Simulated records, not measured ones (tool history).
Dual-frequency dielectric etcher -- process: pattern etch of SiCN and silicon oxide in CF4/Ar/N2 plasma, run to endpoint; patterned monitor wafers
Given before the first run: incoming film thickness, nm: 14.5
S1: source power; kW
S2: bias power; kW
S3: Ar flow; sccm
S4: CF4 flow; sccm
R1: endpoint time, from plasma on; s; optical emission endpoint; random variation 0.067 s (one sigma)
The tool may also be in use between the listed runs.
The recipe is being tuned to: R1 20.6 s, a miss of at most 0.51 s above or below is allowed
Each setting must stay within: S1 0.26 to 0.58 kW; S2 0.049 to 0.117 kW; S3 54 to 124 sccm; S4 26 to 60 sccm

| run | hour | S1 | S2 | S3 | S4 | R1 |
|---|---|---|---|---|---|---|
| 1 | 0 | 0.42 | 0.083 | 89 | 43 | 17.493 |
| 2 | 4.4 | 0.4 | 0.083 | 89 | 43 | 18.352 |
| 3 | 13.4 | 0.4 | 0.083 | 89 | 48 | 17.989 |
| 4 | 15.8 | 0.4 | 0.083 | 79 | 48 | 17.591 |
| 5 | 24.4 | 0.38 | 0.083 | 79 | 48 | 18.558 |
| 6 | 31.2 | 0.38 | 0.083 | 79 | 55 | 18.141 |
| 7 | 38.1 | 0.31 | 0.081 | 79 | 55 | 22.11 |
| 8 | 38.8 | 0.32 | 0.081 | 79 | 55 | 21.451 |
| 9 | 43.5 | 0.32 | 0.081 | 79 | 55 | 21.365 |

Pick the move, out of 4, that brings all results within their allowed miss; only one does.
| A | 48.2 | 0.38 | 0.069 | 69 | 50 | ? |
| B | 48.2 | 0.33 | 0.084 | 79 | 55 | ? |
| C | 48.2 | 0.34 | 0.097 | 84 | 50 | ? |
| D | 48.2 | 0.32 | 0.082 | 69 | 41 | ? |

| move | R1 |
|---|---|
| A | 19.387 |
| B | 20.702 |
| C | 19.517 |
| D | 21.948 |
A: the result that was furthest off in the last run now lies on the other side of its target
B: all results land within tolerance of their targets
C: the result that was furthest off in the last run now lies on the other side of its target
D: its largest miss is bigger than the last run's
So the answer is move B, the one that meets all the targets.

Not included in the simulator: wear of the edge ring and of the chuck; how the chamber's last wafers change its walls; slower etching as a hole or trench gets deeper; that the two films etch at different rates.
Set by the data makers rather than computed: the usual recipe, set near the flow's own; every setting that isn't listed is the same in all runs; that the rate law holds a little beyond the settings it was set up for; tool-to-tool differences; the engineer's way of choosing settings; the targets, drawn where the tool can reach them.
